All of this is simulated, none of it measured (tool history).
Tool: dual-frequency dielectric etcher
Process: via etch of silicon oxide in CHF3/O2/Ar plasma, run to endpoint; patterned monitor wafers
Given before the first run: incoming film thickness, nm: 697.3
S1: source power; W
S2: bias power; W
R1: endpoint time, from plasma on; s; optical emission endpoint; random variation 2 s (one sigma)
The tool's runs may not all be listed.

Run 1, hour 0: S1 630 W, S2 199 W. Result: R1 334.82 s.
Run 2, hour 6.3: S1 650 W, S2 202 W. Result: R1 331.04 s.
Run 3, hour 10.8: S1 650 W, S2 225 W. Result: R1 317.66 s.
Run 4, hour 17: S1 600 W, S2 225 W. Result: R1 324.37 s.
Run 5, hour 25.4: S1 620 W, S2 228 W. Result: R1 320.69 s.
Run 6, hour 34: S1 620 W, S2 197 W. Result: R1 340.23 s.
Run 7, hour 38.3: S1 650 W, S2 200 W. Result: R1 336.79 s.
Run 8, hour 42.5: S1 660 W, S2 207 W. Result: R1 324.39 s.
Run 9, hour 48.2: S1 680 W, S2 209 W. Result: R1 319.91 s.
Run 10, hour 53.8: S1 700 W, S2 211 W. Result: R1 319.01 s.

Estimate the outcome of run 11 from the log above:
Run 11, hour 57.7: S1 720 W, S2 214 W. Result: R1 ?.

{"run 11": {"R1": 315.58}}
